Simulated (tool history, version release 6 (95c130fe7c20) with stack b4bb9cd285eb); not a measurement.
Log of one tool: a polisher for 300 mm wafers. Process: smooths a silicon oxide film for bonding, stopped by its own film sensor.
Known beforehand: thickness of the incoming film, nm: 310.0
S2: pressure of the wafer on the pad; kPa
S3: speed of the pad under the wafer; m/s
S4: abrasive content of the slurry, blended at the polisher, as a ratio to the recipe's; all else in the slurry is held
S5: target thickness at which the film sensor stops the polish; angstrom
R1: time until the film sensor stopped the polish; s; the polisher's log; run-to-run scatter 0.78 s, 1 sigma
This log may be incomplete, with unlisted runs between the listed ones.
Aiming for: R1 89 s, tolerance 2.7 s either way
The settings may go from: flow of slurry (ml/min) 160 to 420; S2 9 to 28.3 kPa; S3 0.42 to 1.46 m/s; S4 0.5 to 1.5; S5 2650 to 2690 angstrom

run 1 hour=0 | flow_of_slurry_(ml/min)=270 S2=18.6 S3=0.94 S4=1 S5=2650 | R1=53.132
run 2 hour=8.8 | flow_of_slurry_(ml/min)=270 S2=17.9 S3=0.94 S4=1 S5=2650 | R1=55.156
run 3 hour=15.3 | flow_of_slurry_(ml/min)=270 S2=17.2 S3=0.94 S4=1 S5=2650 | R1=55.807
run 4 hour=20.3 | flow_of_slurry_(ml/min)=220 S2=17.2 S3=0.94 S4=1 S5=2650 | R1=58.096
run 5 hour=21.6 | flow_of_slurry_(ml/min)=220 S2=17.2 S3=0.94 S4=0.85 S5=2650 | R1=63.149
run 6 hour=22.6 | flow_of_slurry_(ml/min)=220 S2=17.2 S3=0.78 S4=0.85 S5=2650 | R1=73.942
run 7 hour=30.8 | flow_of_slurry_(ml/min)=220 S2=16.5 S3=0.78 S4=0.85 S5=2650 | R1=76.626
run 8 hour=38.7 | flow_of_slurry_(ml/min)=215 S2=15.2 S3=0.78 S4=0.85 S5=2650 | R1=79.595

Exercise: of the 4 proposed moves below, exactly one satisfies all targets within the stated allowed misses. Which move is it?
run A hour=46.6 | flow_of_slurry_(ml/min)=195 S2=15.2 S3=0.54 S4=1.05 S5=2680 | R1=?
run B hour=46.6 | flow_of_slurry_(ml/min)=260 S2=15.2 S3=0.6 S4=1.05 S5=2650 | R1=?
run C hour=46.6 | flow_of_slurry_(ml/min)=200 S2=14.5 S3=0.64 S4=0.85 S5=2660 | R1=?
run D hour=46.6 | flow_of_slurry_(ml/min)=260 S2=13.8 S3=0.6 S4=0.9 S5=2680 | R1=?

move=A R1=94.429
move=B R1=87.885
move=C R1=97.418
move=D R1=94.026
A: takes the result that was furthest off past its target
B: in spec on every target
C: takes the result that was furthest off past its target
D: takes the result that was furthest off past its target
So the answer is move B, the one that meets all the targets.
